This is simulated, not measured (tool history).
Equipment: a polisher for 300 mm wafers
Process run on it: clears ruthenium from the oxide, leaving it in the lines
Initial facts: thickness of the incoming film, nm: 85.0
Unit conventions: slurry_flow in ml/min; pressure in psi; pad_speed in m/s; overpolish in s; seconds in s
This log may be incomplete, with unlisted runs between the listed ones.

run 1 hour=0 | slurry_flow=245 pressure=1.9 pad_speed=1 overpolish=5 | seconds=86.428
run 2 hour=2.8 | slurry_flow=245 pressure=2.3 pad_speed=1 overpolish=5 | seconds=73.224
run 3 hour=10.7 | slurry_flow=245 pressure=2.4 pad_speed=1.02 overpolish=5 | seconds=68.891
run 4 hour=14.4 | slurry_flow=245 pressure=2.5 pad_speed=1.04 overpolish=5 | seconds=63.717
run 5 hour=17.2 | slurry_flow=245 pressure=2.6 pad_speed=1.04 overpolish=5 | seconds=62.589
run 6 hour=24.8 | slurry_flow=245 pressure=2.1 pad_speed=1.04 overpolish=5 | seconds=73.658
run 7 hour=28.2 | slurry_flow=245 pressure=2.3 pad_speed=1.06 overpolish=5 | seconds=69.095
run 8 hour=35.6 | slurry_flow=245 pressure=2.4 pad_speed=1.08 overpolish=5 | seconds=64.666
run 9 hour=43.3 | slurry_flow=245 pressure=2.5 pad_speed=1.1 overpolish=5 | seconds=60.219
run 10 hour=45.9 | slurry_flow=245 pressure=2.6 pad_speed=1.1 overpolish=5 | seconds=58.307

What does the tool deliver on the next run?
run 11 hour=48.2 | slurry_flow=245 pressure=2.7 pad_speed=1.1 overpolish=5 | seconds=?

{"run 11": {"seconds": 57.392}}

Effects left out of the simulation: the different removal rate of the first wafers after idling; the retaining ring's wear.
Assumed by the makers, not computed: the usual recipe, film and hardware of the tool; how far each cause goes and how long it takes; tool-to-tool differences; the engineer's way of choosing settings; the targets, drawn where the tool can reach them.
